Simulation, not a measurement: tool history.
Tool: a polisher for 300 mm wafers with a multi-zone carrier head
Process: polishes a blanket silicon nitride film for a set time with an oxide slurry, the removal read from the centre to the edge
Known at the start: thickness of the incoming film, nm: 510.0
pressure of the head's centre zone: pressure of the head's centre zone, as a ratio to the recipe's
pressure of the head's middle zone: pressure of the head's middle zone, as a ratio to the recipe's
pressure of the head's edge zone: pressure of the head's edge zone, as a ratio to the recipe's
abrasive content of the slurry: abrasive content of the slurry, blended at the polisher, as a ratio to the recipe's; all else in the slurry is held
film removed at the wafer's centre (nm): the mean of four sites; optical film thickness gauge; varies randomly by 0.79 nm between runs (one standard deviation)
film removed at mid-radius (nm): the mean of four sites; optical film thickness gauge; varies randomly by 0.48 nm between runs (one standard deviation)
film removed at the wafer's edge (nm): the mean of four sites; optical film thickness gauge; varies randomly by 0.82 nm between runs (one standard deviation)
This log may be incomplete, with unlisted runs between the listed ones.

run  hour  flow of slurry (ml/min)  pressure of the head's centre zone  pressure of the head's middle zone  pressure of the head's edge zone  abrasive content of the slurry  polishing time (s)  film removed at the wafer's centre (nm)  film removed at mid-radius (nm)  film removed at the wafer's edge (nm)
  1     0                      130                                   1                                   1                                 1                               1                  43                                   36.836                           37.512                                 36.779
  2   2.1                      130                                   1                                0.96                                 1                               1                  43                                   35.519                           36.168                                 38.019
  3   7.5                      130                                   1                                0.92                                 1                               1                  43                                   37.065                           34.612                                 37.164
  4   9.7                      150                                   1                                0.92                                 1                               1                  43                                   37.322                           35.739                                  37.99
  5  15.3                      145                                   1                                0.93                              1.03                            1.15                  46                                   43.737                            41.41                                 44.827
  6  22.6                      145                                1.07                                0.93                              1.03                            1.15                  46                                    47.18                           41.319                                 44.993
  7    26                      145                                1.05                                0.95                              1.07                            1.25                  48                                   49.317                           45.369                                 48.421
  8  29.8                      150                                1.03                                0.94                              1.09                             1.3                  50                                   51.577                           48.424                                 52.228
  9  34.1                      150                                1.02                                0.93                              1.11                            1.35                  52                                    54.42                            50.96                                 55.659
 10  41.3                      155                                1.01                                0.93                              1.13                             1.4                  53                                   54.932                           52.754                                 58.187
 11  45.4                      160                                1.01                                0.93                              1.14                            1.45                  54                                   57.237                           54.654                                 58.929
 12    48                      150                                1.01                                0.94                              1.15                            1.45                  55                                   58.101                           54.842                                 61.304
 13  49.3                      155                                   1                                0.94                              1.16                            1.45                  56                                   59.284                           57.238                                 63.132

What does the tool deliver on the next run?
 14  55.3                      155                                0.99                                0.94                              1.17                            1.45                  57                                        ?                                ?                                      ?

Logged for run 14: film removed at the wafer's centre (nm) 58.587, film removed at mid-radius (nm) 57.761, film removed at the wafer's edge (nm) 64.528.

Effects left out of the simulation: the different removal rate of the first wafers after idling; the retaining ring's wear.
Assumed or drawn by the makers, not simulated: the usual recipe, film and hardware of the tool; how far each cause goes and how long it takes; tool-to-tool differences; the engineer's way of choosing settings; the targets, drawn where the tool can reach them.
